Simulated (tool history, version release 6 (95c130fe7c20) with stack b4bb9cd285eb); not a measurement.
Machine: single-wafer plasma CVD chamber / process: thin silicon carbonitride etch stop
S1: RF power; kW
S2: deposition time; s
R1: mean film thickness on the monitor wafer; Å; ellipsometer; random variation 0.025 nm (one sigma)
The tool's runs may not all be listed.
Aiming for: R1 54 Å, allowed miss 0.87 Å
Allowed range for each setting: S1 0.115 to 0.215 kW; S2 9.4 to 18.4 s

Run 1, hour 0: S1 0.165 kW, S2 13.9 s. Result: R1 69.123 Å.
Run 2, hour 4.6: S1 0.19 kW, S2 13.9 s. Result: R1 71.971 Å.
Run 3, hour 13.5: S1 0.18 kW, S2 13.4 s. Result: R1 68.49 Å.
Run 4, hour 14.4: S1 0.17 kW, S2 13 s. Result: R1 65.401 Å.
Run 5, hour 16.9: S1 0.15 kW, S2 13 s. Result: R1 62.772 Å.
Run 6, hour 25.6: S1 0.15 kW, S2 11.8 s. Result: R1 57.275 Å.
Run 7, hour 29.2: S1 0.145 kW, S2 11.8 s. Result: R1 56.66 Å.
Run 8, hour 37.7: S1 0.14 kW, S2 11.8 s. Result: R1 55.931 Å.

Exercise: of the 4 proposed moves below, exactly one satisfies all targets within the stated allowed misses. Which move is it?
Run A, hour 46.2: S1 0.12 kW, S2 12.2 s. Result: R1 ?.
Run B, hour 46.2: S1 0.13 kW, S2 12.9 s. Result: R1 ?.
Run C, hour 46.2: S1 0.15 kW, S2 10.9 s. Result: R1 ?.
Run D, hour 46.2: S1 0.18 kW, S2 10.6 s. Result: R1 ?.

move      R1
   A  55.128
   B  59.653
   C  52.538
   D  53.879
A: nearer the targets than the last run, but a result is still out of spec
B: its largest miss is bigger than the last run's
C: takes the result that was furthest off past its target
D: every result within its allowed miss
Go with D: it meets all targets.
